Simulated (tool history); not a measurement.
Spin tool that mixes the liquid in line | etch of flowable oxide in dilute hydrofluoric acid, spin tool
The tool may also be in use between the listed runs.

run,day,temperature setpoint of the liquid (C),parts of water to one part of 49 % hydrofluoric acid (parts by volume),time under the liquid (s),thickness taken off the flowable oxide on a monitor wafer (Å)
1,0,22,100,145,359.13
2,0.304,22,65,145,568.82
3,0.592,22,40,145,963.87
4,0.904,24.5,40,145,1069.1
5,0.996,22.5,40,145,977.26
6,1.096,22.5,40,155,1047.3
7,1.388,18.5,65,155,525.53

Forecast run 8:
8,1.717,19.5,65,155,?

thickness taken off the flowable oxide on a monitor wafer (Å): 555.77
